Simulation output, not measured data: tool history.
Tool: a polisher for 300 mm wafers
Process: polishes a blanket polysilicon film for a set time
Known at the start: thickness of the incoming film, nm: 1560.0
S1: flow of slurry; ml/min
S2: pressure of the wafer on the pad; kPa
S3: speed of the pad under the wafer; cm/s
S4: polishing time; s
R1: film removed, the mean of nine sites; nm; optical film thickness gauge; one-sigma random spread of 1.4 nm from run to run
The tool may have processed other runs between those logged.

run	hour	S1	S2	S3	S4	R1
1	0	150	14.5	110	43	273.22
2	2.7	150	14.5	84	43	210.12
3	5.1	150	16.5	84	43	237.48
4	11.8	145	13.8	82	43	197.8
5	14.8	145	13.8	108	43	251.33
6	22.8	145	15.2	108	43	277.22
7	24.3	145	12.4	100	43	213.61

What will run 8 give?
8	26.5	135	8.3	86	42	?

{"run 8": {"R1": 119.33}}
